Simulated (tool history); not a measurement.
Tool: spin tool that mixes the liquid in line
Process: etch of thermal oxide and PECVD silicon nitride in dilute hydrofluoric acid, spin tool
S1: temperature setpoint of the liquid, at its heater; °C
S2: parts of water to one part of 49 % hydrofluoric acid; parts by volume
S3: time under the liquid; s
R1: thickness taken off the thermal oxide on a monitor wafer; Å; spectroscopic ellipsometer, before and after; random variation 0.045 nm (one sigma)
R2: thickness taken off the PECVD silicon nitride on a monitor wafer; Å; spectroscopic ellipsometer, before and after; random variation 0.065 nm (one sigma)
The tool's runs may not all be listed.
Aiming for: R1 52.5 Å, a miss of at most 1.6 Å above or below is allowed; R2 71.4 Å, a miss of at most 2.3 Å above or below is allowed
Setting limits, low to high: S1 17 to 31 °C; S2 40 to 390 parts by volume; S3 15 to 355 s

run    day    S1   S2   S3      R1      R2
  1      0    23  215  180   37.76  42.396
  2  0.112    25  210  180   41.36   50.99
  3  0.308    25  210  140  32.462  38.732
  4    0.6    25  175  140  40.141   46.99
  5  0.833    25  230  140  28.668  35.252
  6  1.129  26.5  210  140  34.112  42.444
  7  1.479  27.5  200  140  37.003  47.408
  8  1.667  28.5  190  140  40.636  52.993
  9  1.883    29  180  140  44.502  58.303
 10  2.004  29.5  175  140  47.034  60.875
 11  2.354    31  175  155  54.102  74.253

Which single option among these 5 for the next run brings every result within its allowed miss of target? Just one does.
  A  2.704  29.5  185  185   ?   ?
  B  2.704  30.5  195  185   ?   ?
  C  2.704    31  265  230   ?   ?
  D  2.704    31  175  150   ?   ?
  E  2.704    30  170  155   ?   ?

move      R1      R2
   A  58.379  77.093
   B  56.567  77.464
   C  48.187   72.08
   D  53.377  72.327
   E  55.229  72.575
A: its largest miss is bigger than the last run's
B: its largest miss is bigger than the last run's
C: gets the furthest-off result to its target, but another result is out of tolerance
D: all results in spec
E: gets the furthest-off result to its target, but another result is out of tolerance
Correct choice: D, which meets every target
